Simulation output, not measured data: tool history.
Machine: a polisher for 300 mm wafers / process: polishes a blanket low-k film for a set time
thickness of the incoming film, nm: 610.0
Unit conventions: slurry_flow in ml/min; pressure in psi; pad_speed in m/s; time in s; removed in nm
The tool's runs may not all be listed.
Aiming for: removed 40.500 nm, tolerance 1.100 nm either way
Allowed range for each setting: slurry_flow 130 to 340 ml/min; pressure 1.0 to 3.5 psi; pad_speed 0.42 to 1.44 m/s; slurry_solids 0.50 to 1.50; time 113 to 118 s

| run | hour | slurry_flow | pressure | pad_speed | slurry_solids | time | removed |
|---|---|---|---|---|---|---|---|
| 1 | 0.0 | 220 | 2.2 | 0.92 | 1.00 | 113 | 59.786 |
| 2 | 2.2 | 220 | 2.2 | 0.92 | 1.15 | 113 | 65.096 |
| 3 | 4.1 | 220 | 2.2 | 0.72 | 1.15 | 113 | 56.074 |
| 4 | 10.4 | 215 | 2.0 | 0.72 | 1.15 | 113 | 51.014 |
| 5 | 12.0 | 210 | 1.8 | 0.72 | 1.15 | 113 | 45.289 |
| 6 | 14.2 | 200 | 1.7 | 0.72 | 1.15 | 113 | 42.577 |
| 7 | 21.8 | 200 | 1.7 | 0.72 | 1.15 | 113 | 42.820 |
| 8 | 30.8 | 190 | 1.7 | 0.72 | 1.15 | 113 | 42.588 |
| 9 | 37.6 | 185 | 1.7 | 0.72 | 1.15 | 113 | 42.594 |

4 candidate next runs follow, results not yet known. Just one meets every target within its allowed miss. Identify it.
| A | 44.4 | 165 | 1.7 | 0.72 | 1.25 | 113 | ? |
| B | 44.4 | 155 | 2.1 | 0.48 | 1.10 | 118 | ? |
| C | 44.4 | 190 | 1.7 | 0.74 | 1.15 | 114 | ? |
| D | 44.4 | 230 | 1.3 | 0.72 | 1.35 | 118 | ? |

| move | removed |
|---|---|
| A | 43.185 |
| B | 39.963 |
| C | 43.426 |
| D | 38.121 |
A: moves away from the targets compared with the last run
B: hits every target within its allowed miss
C: moves away from the targets compared with the last run
D: carries the result that was furthest off beyond its target, to the other side
B is the move that brings every result within its allowed miss.
